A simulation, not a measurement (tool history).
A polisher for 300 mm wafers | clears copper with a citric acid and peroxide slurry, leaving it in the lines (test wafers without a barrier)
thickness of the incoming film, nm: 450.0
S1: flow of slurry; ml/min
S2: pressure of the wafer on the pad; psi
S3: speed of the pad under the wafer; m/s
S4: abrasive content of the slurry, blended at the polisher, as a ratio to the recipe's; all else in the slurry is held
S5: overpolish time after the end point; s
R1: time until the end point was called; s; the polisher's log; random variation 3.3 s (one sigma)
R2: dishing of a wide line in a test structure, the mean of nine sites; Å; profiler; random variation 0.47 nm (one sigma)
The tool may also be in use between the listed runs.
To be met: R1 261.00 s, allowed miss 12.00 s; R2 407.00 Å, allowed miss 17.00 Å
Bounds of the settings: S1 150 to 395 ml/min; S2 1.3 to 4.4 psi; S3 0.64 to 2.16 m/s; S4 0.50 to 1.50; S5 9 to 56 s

run	hour	S1	S2	S3	S4	S5	R1	R2
1	0.0	250	2.8	1.40	1.00	29	142.39	530.99
2	4.2	250	2.6	1.38	1.00	30	157.38	523.23
3	7.0	250	2.6	1.38	0.80	30	163.07	506.37
4	12.4	250	2.6	1.60	0.80	30	138.63	546.05
5	16.3	250	2.6	1.84	0.80	30	122.49	596.68
6	24.6	250	2.4	1.78	0.80	31	137.64	568.44
7	27.0	250	2.2	1.74	0.80	31	152.35	527.83
8	30.9	250	2.1	1.70	0.80	32	162.33	508.76
9	33.9	250	2.0	1.66	0.80	33	174.47	503.11
10	39.5	250	1.9	1.64	0.80	33	187.11	477.38
11	40.1	250	1.8	1.62	0.80	33	198.99	449.87
12	43.8	250	1.7	1.60	0.80	34	211.84	435.47
13	52.5	250	1.6	1.60	0.80	35	222.91	434.42

4 next moves are on the table. One of them brings every result within its allowed miss. Which?
A	61.2	265	1.6	1.66	0.85	33	?	?
B	61.2	170	1.4	1.68	0.75	38	?	?
C	61.2	215	1.5	1.92	0.75	33	?	?
D	61.2	240	1.9	1.66	0.95	25	?	?

move	R1	R2
A	209.28	422.43
B	256.18	400.15
C	202.59	429.76
D	177.08	393.83
A: further off than the last run
B: meets every target
C: further off than the last run
D: further off than the last run
The right move is B.
